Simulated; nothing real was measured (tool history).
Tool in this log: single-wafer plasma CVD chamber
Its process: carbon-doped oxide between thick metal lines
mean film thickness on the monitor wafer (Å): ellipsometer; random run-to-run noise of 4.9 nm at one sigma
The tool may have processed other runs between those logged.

run	day	heater temperature setpoint (deg C)	chamber pressure (mTorr)	RF power (W)	deposition time (s)	mean film thickness on the monitor wafer (Å)
1	0.000	335	4440	560	253	13544
2	0.233	336	4300	550	253	13167
3	0.288	336	4660	550	253	13459
4	0.412	337	4510	545	253	13318
5	0.754	337	4510	610	253	14405
6	0.996	338	4320	600	253	14135

Predict the results of run 7:
7	1.021	338	4180	590	253	?

{"run 7": {"mean film thickness on the monitor wafer (Å)": 13815}}

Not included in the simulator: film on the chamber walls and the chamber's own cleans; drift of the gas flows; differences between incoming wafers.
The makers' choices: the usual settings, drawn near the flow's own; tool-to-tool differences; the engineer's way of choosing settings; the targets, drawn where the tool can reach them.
